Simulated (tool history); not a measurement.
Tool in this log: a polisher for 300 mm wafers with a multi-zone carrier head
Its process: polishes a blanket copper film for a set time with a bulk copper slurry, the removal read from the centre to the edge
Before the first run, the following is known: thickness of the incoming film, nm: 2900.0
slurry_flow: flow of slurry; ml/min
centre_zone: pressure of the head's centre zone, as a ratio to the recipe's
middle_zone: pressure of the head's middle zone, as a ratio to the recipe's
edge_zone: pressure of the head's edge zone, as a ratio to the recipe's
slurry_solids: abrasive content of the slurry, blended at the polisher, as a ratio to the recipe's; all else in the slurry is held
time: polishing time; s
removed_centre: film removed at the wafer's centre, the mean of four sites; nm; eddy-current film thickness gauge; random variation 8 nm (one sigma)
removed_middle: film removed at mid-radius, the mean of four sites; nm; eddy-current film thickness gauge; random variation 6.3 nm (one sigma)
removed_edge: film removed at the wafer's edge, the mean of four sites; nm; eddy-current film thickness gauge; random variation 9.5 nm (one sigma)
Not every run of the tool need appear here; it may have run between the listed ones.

run,hour,slurry_flow,centre_zone,middle_zone,edge_zone,slurry_solids,time,removed_centre,removed_middle,removed_edge
1,0,315,1,1,1,1,49,454.68,457.89,456.9
2,6.5,315,1.02,1.02,1.03,1.15,52,510.36,514.49,504.6
3,12.1,375,1.02,1.02,1.03,1.15,52,524.63,520.59,502.44
4,19.6,375,1.02,1.02,1.03,1,52,506.49,502.46,499.04
5,20.5,375,1.02,1.02,0.97,1,52,507.05,505.67,471.42
6,26.7,375,1.02,1.07,0.97,1,52,502.21,520.73,480.52
7,28.5,360,1.04,1.07,1.02,1.1,55,542.52,567.14,522.81
8,30.1,355,1.05,1.05,1.05,1.2,58,594.31,599.94,584.86
9,37,350,1.07,1.05,1.07,1.3,59,611.73,619.69,602.83

Run 10 is up next; what results do you expect?
10,41,350,1.09,1.05,1.08,1.35,60,?,?,?

removed_centre: 642.16 nm
removed_middle: 642.96 nm
removed_edge: 613.7 nm

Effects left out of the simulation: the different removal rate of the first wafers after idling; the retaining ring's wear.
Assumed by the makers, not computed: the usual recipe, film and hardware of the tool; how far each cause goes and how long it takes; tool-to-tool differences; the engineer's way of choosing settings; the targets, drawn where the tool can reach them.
